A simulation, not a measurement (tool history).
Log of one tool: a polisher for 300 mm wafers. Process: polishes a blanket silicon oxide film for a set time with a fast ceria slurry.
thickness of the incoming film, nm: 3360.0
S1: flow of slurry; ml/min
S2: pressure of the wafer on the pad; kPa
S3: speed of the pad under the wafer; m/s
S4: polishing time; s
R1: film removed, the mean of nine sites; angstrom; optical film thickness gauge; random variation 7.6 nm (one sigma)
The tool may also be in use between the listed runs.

| run | day | S1 | S2 | S3 | S4 | R1 |
|---|---|---|---|---|---|---|
| 1 | 0.000 | 315 | 23.4 | 1.06 | 44 | 9715.4 |
| 2 | 0.188 | 315 | 23.4 | 1.06 | 44 | 9458.3 |
| 3 | 0.242 | 315 | 22.8 | 1.06 | 44 | 9369.2 |
| 4 | 0.479 | 375 | 22.8 | 1.06 | 44 | 9477.0 |
| 5 | 0.808 | 375 | 22.1 | 1.06 | 44 | 9107.0 |
| 6 | 1.083 | 375 | 22.1 | 1.06 | 46 | 9629.4 |

The next listed run, before its measurement:
| 7 | 1.175 | 375 | 21.4 | 1.06 | 46 | ? |

R1: 9307.6 angstrom
